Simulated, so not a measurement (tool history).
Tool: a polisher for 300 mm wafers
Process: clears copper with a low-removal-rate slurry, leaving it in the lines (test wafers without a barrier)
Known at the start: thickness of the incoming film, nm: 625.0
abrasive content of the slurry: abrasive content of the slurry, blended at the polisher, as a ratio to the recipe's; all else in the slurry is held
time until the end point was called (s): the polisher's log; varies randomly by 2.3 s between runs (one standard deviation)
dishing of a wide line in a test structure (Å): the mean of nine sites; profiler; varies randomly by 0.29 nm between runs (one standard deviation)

run,hour,flow of slurry (ml/min),pressure of the wafer on the pad (kPa),speed of the pad under the wafer (cm/s),abrasive content of the slurry,overpolish time after the end point (s),time until the end point was called (s),dishing of a wide line in a test structure (Å)
1,0.0,290,22.8,126,1.00,11,178.52,195.08
2,2.5,290,21.4,126,1.00,12,188.27,197.85
3,7.4,290,21.4,126,1.00,7,189.14,138.91
4,14.0,290,20.0,126,1.00,8,202.94,142.63
5,20.5,290,23.4,126,1.00,8,173.34,159.93
6,24.3,290,23.4,126,1.15,8,169.25,163.28
7,28.4,300,16.5,124,1.20,14,235.83,186.30
8,29.1,300,15.9,124,1.20,14,243.32,181.30

For run 9, what comes out?
9,30.4,295,14.5,124,1.20,15,?,?

{"run 9": {"time until the end point was called (s)": 263.91, "dishing of a wide line in a test structure (Å)": 173.9}}
